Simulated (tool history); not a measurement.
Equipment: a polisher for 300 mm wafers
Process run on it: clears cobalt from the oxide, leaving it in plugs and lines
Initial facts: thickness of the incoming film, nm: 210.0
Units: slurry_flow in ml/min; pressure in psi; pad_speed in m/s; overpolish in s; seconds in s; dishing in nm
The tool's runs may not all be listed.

run  hour  slurry_flow  pressure  pad_speed  overpolish  seconds  dishing
  1   0.0          180       1.5       1.04          12   66.120   16.910
  2   6.3          180       1.5       1.04          17   67.067   18.153
  3  13.4          180       1.9       1.04          17   52.431   19.386
  4  19.2          180       1.8       1.04          17   55.096   18.531
  5  22.4          180       1.8       1.04          14   55.043   17.777
  6  31.3          180       1.8       1.04          19   55.333   19.186
  7  39.3          185       1.9       1.04          14   51.930   18.829
  8  43.9          135       2.1       1.22           8   44.224   15.826
  9  49.9          140       2.1       1.22           8   43.995   16.041
 10  58.2          145       2.1       1.22           8   43.791   16.696
 11  63.7          145       2.1       1.22           7   43.771   15.604

Expected results for the next run?
 12  71.4          150       2.1       1.22           7        ?        ?

Run 12 yielded seconds 43.922 s, dishing 15.667 nm.
